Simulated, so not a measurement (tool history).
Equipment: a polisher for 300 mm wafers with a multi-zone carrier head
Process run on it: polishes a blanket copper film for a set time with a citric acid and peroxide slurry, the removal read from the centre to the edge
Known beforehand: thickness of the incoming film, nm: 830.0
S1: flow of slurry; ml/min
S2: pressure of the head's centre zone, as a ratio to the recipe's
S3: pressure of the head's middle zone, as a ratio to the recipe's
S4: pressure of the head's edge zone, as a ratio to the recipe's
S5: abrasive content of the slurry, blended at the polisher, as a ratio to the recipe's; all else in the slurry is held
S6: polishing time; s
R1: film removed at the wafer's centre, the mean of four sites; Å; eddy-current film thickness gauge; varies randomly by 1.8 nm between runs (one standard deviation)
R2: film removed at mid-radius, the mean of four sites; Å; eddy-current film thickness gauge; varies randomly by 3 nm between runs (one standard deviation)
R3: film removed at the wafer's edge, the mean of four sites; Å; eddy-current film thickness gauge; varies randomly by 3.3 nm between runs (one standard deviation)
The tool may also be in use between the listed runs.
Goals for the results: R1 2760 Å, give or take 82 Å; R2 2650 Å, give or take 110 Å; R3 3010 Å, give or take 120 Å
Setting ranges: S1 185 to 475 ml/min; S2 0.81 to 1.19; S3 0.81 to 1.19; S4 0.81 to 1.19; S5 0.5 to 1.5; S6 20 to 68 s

run 1 day=0 | S1=305 S2=1 S3=1 S4=1 S5=1 S6=44 | R1=1898.6 R2=1967.2 R3=1913.2
run 2 day=0.358 | S1=305 S2=1 S3=1 S4=1 S5=0.9 S6=44 | R1=1875.7 R2=1901.6 R3=1910.6
run 3 day=0.55 | S1=305 S2=1 S3=0.98 S4=1.02 S5=0.95 S6=46 | R1=1969 R2=1986.8 R3=2041.8
run 4 day=0.625 | S1=305 S2=0.97 S3=0.98 S4=1.02 S5=0.95 S6=46 | R1=1904.6 R2=2007.4 R3=2011.6
run 5 day=0.983 | S1=305 S2=0.97 S3=0.98 S4=1.02 S5=0.8 S6=46 | R1=1904.2 R2=1916.2 R3=1965.7
run 6 day=1.167 | S1=305 S2=0.97 S3=0.98 S4=0.98 S5=0.8 S6=46 | R1=1916.6 R2=1935.6 R3=1949.4
run 7 day=1.317 | S1=305 S2=0.98 S3=0.97 S4=1 S5=0.85 S6=48 | R1=1999.4 R2=2020 R3=2079.6
run 8 day=1.408 | S1=305 S2=1 S3=0.96 S4=1.02 S5=0.9 S6=49 | R1=2084 R2=2084 R3=2145.5
run 9 day=1.517 | S1=305 S2=1.01 S3=0.94 S4=1.04 S5=0.95 S6=50 | R1=2172.3 R2=2074.5 R3=2228.5
run 10 day=1.6 | S1=305 S2=1.01 S3=0.94 S4=1.06 S5=1 S6=51 | R1=2220.8 R2=2140.6 R3=2265
run 11 day=1.888 | S1=300 S2=1 S3=0.93 S4=1.07 S5=1.05 S6=53 | R1=2281.6 R2=2239.4 R3=2343.9

Which single option among these 5 for the next run brings every result within its allowed miss of target? Just one does.
run A day=2.175 | S1=275 S2=0.93 S3=0.82 S4=1.06 S5=1.05 S6=63 | R1=? R2=? R3=?
run B day=2.175 | S1=305 S2=1.08 S3=1 S4=1.02 S5=1.15 S6=59 | R1=? R2=? R3=?
run C day=2.175 | S1=315 S2=0.95 S3=0.88 S4=1.09 S5=0.9 S6=67 | R1=? R2=? R3=?
run D day=2.175 | S1=315 S2=1.09 S3=0.9 S4=1 S5=0.95 S6=58 | R1=? R2=? R3=?
run E day=2.175 | S1=335 S2=0.94 S3=1.17 S4=0.92 S5=1.35 S6=47 | R1=? R2=? R3=?

move=A R1=2582.1 R2=2417.8 R3=2820.8
move=B R1=2765.3 R2=2652.8 R3=2641
move=C R1=2766.4 R2=2672.7 R3=2997.3
move=D R1=2675 R2=2365 R3=2518.6
move=E R1=2046.4 R2=2444.6 R3=2070.9
A: gains on the last run, yet a result remains outside its allowed miss
B: puts the biggest miss on target and leaves a different result outside tolerance
C: meets every target
D: gains on the last run, yet a result remains outside its allowed miss
E: lands further from the targets than the last run did
Correct choice: C, which meets every target

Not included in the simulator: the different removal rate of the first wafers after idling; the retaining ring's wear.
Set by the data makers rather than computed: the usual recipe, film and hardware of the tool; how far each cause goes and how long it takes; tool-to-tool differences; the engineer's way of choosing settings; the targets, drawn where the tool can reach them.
